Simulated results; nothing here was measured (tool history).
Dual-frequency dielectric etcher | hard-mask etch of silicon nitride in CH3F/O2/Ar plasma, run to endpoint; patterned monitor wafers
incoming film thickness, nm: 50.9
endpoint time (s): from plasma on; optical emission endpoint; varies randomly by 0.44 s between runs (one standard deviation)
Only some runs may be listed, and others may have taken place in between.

{"run": 1, "hour": 0.0, "source power (kW)": 0.36, "bias power (kW)": 0.078, "endpoint time (s)": 73.602}
{"run": 2, "hour": 1.6, "source power (kW)": 0.32, "bias power (kW)": 0.073, "endpoint time (s)": 79.609}
{"run": 3, "hour": 2.8, "source power (kW)": 0.38, "bias power (kW)": 0.073, "endpoint time (s)": 72.313}
{"run": 4, "hour": 10.0, "source power (kW)": 0.32, "bias power (kW)": 0.073, "endpoint time (s)": 79.363}
{"run": 5, "hour": 18.4, "source power (kW)": 0.3, "bias power (kW)": 0.072, "endpoint time (s)": 82.457}
{"run": 6, "hour": 24.7, "source power (kW)": 0.28, "bias power (kW)": 0.071, "endpoint time (s)": 85.926}
{"run": 7, "hour": 30.1, "source power (kW)": 0.27, "bias power (kW)": 0.071, "endpoint time (s)": 88.332}

Run 8, settings as shown, results not yet in. Your forecast:
{"run": 8, "hour": 30.8, "source power (kW)": 0.24, "bias power (kW)": 0.07, "endpoint time (s)": "?"}

endpoint time (s): 95.195
